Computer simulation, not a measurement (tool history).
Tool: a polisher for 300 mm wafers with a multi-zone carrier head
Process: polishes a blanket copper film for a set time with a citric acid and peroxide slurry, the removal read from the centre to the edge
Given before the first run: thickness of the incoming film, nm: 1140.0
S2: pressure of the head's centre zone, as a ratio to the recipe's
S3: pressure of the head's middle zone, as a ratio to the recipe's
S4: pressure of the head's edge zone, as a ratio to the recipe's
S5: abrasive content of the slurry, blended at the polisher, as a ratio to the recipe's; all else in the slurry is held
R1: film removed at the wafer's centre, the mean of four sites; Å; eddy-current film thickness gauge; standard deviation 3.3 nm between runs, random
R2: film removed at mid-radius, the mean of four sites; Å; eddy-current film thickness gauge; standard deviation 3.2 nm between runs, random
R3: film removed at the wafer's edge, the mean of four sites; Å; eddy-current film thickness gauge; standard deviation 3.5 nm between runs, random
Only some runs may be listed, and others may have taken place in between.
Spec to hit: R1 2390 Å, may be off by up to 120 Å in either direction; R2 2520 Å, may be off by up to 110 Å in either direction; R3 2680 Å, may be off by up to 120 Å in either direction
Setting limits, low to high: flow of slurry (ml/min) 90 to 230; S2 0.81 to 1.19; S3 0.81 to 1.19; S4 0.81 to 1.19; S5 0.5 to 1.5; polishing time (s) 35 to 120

{"run": 1, "day": 0.0, "flow of slurry (ml/min)": 150, "S2": 1, "S3": 1, "S4": 1, "S5": 1, "polishing time (s)": 77, "R1": 3278.5, "R2": 3258.6, "R3": 3328.2}
{"run": 2, "day": 0.175, "flow of slurry (ml/min)": 150, "S2": 1, "S3": 1, "S4": 1, "S5": 1, "polishing time (s)": 95, "R1": 4071.2, "R2": 3956.5, "R3": 4075.1}
{"run": 3, "day": 0.292, "flow of slurry (ml/min)": 150, "S2": 1, "S3": 1, "S4": 1, "S5": 1, "polishing time (s)": 86, "R1": 3682.1, "R2": 3652.3, "R3": 3633.2}
{"run": 4, "day": 0.629, "flow of slurry (ml/min)": 150, "S2": 0.92, "S3": 1, "S4": 1, "S5": 1, "polishing time (s)": 86, "R1": 3400.6, "R2": 3691.7, "R3": 3623.8}
{"run": 5, "day": 0.838, "flow of slurry (ml/min)": 150, "S2": 0.92, "S3": 1, "S4": 0.96, "S5": 1, "polishing time (s)": 86, "R1": 3332.5, "R2": 3682.8, "R3": 3570.8}
{"run": 6, "day": 0.875, "flow of slurry (ml/min)": 145, "S2": 0.91, "S3": 0.97, "S4": 0.95, "S5": 0.9, "polishing time (s)": 83, "R1": 3146.4, "R2": 3418.7, "R3": 3366.7}
{"run": 7, "day": 1.004, "flow of slurry (ml/min)": 140, "S2": 0.9, "S3": 0.95, "S4": 0.95, "S5": 0.85, "polishing time (s)": 80, "R1": 2970.8, "R2": 3111.4, "R3": 3270.7}
{"run": 8, "day": 1.258, "flow of slurry (ml/min)": 140, "S2": 0.89, "S3": 0.95, "S4": 0.94, "S5": 0.8, "polishing time (s)": 77, "R1": 2771.8, "R2": 2958.8, "R3": 3089.7}
{"run": 9, "day": 1.329, "flow of slurry (ml/min)": 140, "S2": 0.89, "S3": 0.95, "S4": 0.94, "S5": 0.8, "polishing time (s)": 77, "R1": 2742.7, "R2": 2918.8, "R3": 3000.7}
{"run": 10, "day": 1.412, "flow of slurry (ml/min)": 135, "S2": 0.88, "S3": 0.94, "S4": 0.93, "S5": 0.75, "polishing time (s)": 77, "R1": 2695.8, "R2": 2871, "R3": 2917.9}
{"run": 11, "day": 1.762, "flow of slurry (ml/min)": 130, "S2": 0.87, "S3": 0.93, "S4": 0.93, "S5": 0.7, "polishing time (s)": 77, "R1": 2598.6, "R2": 2832, "R3": 2912.7}
{"run": 12, "day": 1.933, "flow of slurry (ml/min)": 125, "S2": 0.87, "S3": 0.92, "S4": 0.92, "S5": 0.65, "polishing time (s)": 77, "R1": 2516.3, "R2": 2653.8, "R3": 2830.4}

5 candidate next runs follow, results not yet known. Just one meets every target within its allowed miss. Identify it.
{"run": "A", "day": 2.104, "flow of slurry (ml/min)": 95, "S2": 0.91, "S3": 0.96, "S4": 0.94, "S5": 0.6, "polishing time (s)": 77, "R1": "?", "R2": "?", "R3": "?"}
{"run": "B", "day": 2.104, "flow of slurry (ml/min)": 105, "S2": 0.84, "S3": 0.89, "S4": 1.11, "S5": 0.6, "polishing time (s)": 79, "R1": "?", "R2": "?", "R3": "?"}
{"run": "C", "day": 2.104, "flow of slurry (ml/min)": 125, "S2": 0.86, "S3": 0.93, "S4": 0.93, "S5": 0.75, "polishing time (s)": 77, "R1": "?", "R2": "?", "R3": "?"}
{"run": "D", "day": 2.104, "flow of slurry (ml/min)": 130, "S2": 0.93, "S3": 1.04, "S4": 0.81, "S5": 0.6, "polishing time (s)": 74, "R1": "?", "R2": "?", "R3": "?"}
{"run": "E", "day": 2.104, "flow of slurry (ml/min)": 155, "S2": 0.92, "S3": 0.98, "S4": 0.91, "S5": 0.5, "polishing time (s)": 76, "R1": "?", "R2": "?", "R3": "?"}

move=A R1=2343.5 R2=2538.6 R3=2721.7
move=B R1=2329.7 R2=2529.7 R3=3071
move=C R1=2558.3 R2=2801.1 R3=2989.4
move=D R1=2558.9 R2=2866.5 R3=2625.9
move=E R1=2634.4 R2=2819.4 R3=2813
A: every result lands within tolerance
B: misses by more than the last run did
C: misses by more than the last run did
D: the worst result of the last run now meets its target, but another is out of spec
E: misses by more than the last run did
Correct choice: A, which meets every target

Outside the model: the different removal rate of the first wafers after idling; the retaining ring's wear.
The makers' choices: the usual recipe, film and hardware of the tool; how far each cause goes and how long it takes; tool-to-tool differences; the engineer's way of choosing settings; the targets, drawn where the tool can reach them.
